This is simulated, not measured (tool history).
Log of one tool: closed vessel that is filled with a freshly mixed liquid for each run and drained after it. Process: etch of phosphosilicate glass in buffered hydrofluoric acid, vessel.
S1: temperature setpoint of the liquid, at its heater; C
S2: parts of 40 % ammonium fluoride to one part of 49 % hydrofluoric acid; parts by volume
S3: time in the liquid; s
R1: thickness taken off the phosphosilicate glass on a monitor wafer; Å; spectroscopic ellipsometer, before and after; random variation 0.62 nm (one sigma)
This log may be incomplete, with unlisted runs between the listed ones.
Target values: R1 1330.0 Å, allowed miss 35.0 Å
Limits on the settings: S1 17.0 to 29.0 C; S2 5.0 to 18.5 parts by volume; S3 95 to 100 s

run,hour,S1,S2,S3,R1
1,0.0,21.0,11.5,95,2088.1
2,2.4,20.5,12.0,95,1961.7
3,8.3,18.0,12.0,95,1703.7
4,13.4,18.0,12.5,95,1626.7
5,16.8,18.0,12.5,95,1635.5
6,23.6,17.0,12.5,95,1541.1
7,27.8,17.0,13.0,95,1480.9
8,31.5,17.0,13.0,95,1491.3
9,38.3,17.0,13.5,95,1423.5
10,41.1,17.0,14.0,95,1384.5

Which single option among these 4 for the next run brings every result within its allowed miss of target? Just one does.
A,43.9,17.0,13.5,100,?
B,43.9,18.0,14.5,100,?
C,43.9,17.0,14.0,100,?
D,43.9,17.0,14.5,95,?

move,R1
A,1506.8
B,1487.0
C,1453.9
D,1334.3
A: lands further from the targets than the last run did
B: lands further from the targets than the last run did
C: lands further from the targets than the last run did
D: hits every target within its allowed miss
Move D is the one to make.

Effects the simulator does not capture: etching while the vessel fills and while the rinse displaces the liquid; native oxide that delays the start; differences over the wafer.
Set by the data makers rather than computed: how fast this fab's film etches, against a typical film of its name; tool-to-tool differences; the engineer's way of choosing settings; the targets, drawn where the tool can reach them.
